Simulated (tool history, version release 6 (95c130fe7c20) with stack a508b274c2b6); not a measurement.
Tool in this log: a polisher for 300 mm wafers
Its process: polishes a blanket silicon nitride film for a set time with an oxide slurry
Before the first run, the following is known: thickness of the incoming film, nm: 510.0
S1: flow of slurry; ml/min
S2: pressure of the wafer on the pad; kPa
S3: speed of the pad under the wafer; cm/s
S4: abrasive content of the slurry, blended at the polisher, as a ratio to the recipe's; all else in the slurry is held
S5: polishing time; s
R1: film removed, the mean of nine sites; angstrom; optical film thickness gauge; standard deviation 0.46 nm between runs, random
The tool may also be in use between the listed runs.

run	hour	S1	S2	S3	S4	S5	R1
1	0	190	29	136	1	57	625.45
2	2.1	190	29	136	0.9	57	600.9
3	7.8	190	26.2	136	0.9	57	541.37
4	9.3	190	33.8	136	0.9	57	694.24
5	14.6	190	37.2	136	0.9	57	760.22
6	21.5	190	37.2	136	0.9	60	800.03
7	25.5	180	36.5	136	0.9	60	773.58

Run 8 has not been measured yet. What should we expect?
8	32.2	170	36.5	136	0.9	60	?

{"run 8": {"R1": 782.32}}
